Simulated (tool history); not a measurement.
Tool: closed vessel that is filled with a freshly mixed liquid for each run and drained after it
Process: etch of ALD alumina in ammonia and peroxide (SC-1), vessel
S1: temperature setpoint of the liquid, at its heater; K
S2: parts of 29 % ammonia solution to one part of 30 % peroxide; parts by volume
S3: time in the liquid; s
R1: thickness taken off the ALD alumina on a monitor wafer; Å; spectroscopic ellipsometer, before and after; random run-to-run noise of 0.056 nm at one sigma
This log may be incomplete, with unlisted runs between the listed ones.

run	hour	S1	S2	S3	R1
1	0	332.15	0.8	110	64.161
2	8.9	335.65	0.8	110	76.788
3	13.1	335.65	0.65	110	74.853
4	18.8	335.65	0.5	110	72.725
5	23.7	335.65	0.5	110	73.946
6	27.4	336.65	0.5	110	76.441
7	32.8	337.15	0.5	110	78.611
8	36.5	337.65	0.5	110	80.776
9	44.8	337.65	0.5	110	80.287
# hour 47.6: new drum of ammonia solution connected
10	47.6	338.15	0.5	110	83.621
11	51.3	338.65	0.5	110	85.765
12	53.3	339.15	0.5	110	87.427
13	56.4	339.65	0.5	110	89.698

What will run 14 give?
14	59.2	340.15	0.5	110	?

{"run 14": {"R1": 92.21}}
